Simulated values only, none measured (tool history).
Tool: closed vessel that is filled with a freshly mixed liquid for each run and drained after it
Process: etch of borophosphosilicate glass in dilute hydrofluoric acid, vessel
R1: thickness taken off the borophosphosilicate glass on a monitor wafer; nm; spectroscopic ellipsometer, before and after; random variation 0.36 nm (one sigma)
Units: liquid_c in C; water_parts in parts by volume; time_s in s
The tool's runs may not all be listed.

Run 1, hour 0: liquid_c 25 C, water_parts 70 parts by volume, time_s 30 s. Result: R1 21.529 nm.
Run 2, hour 7.2: liquid_c 26 C, water_parts 65 parts by volume, time_s 30 s. Result: R1 24.45 nm.
Run 3, hour 8.1: liquid_c 24 C, water_parts 65 parts by volume, time_s 30 s. Result: R1 22.377 nm.
Run 4, hour 16.8: liquid_c 25 C, water_parts 60 parts by volume, time_s 30 s. Result: R1 25.387 nm.
Run 5, hour 21.7: liquid_c 23.5 C, water_parts 60 parts by volume, time_s 30 s. Result: R1 23.818 nm.
Run 6, hour 23.5: liquid_c 23.5 C, water_parts 60 parts by volume, time_s 30 s. Result: R1 24.093 nm.
Run 7, hour 30.5: liquid_c 24.5 C, water_parts 55 parts by volume, time_s 30 s. Result: R1 27.782 nm.
Run 8, hour 39.4: liquid_c 25.5 C, water_parts 55 parts by volume, time_s 30 s. Result: R1 28.777 nm.

Run 9 comes next. What will it give?
Run 9, hour 47.5: liquid_c 26.5 C, water_parts 55 parts by volume, time_s 30 s. Result: R1 ?.

Run 9 gave R1 30.278 nm.

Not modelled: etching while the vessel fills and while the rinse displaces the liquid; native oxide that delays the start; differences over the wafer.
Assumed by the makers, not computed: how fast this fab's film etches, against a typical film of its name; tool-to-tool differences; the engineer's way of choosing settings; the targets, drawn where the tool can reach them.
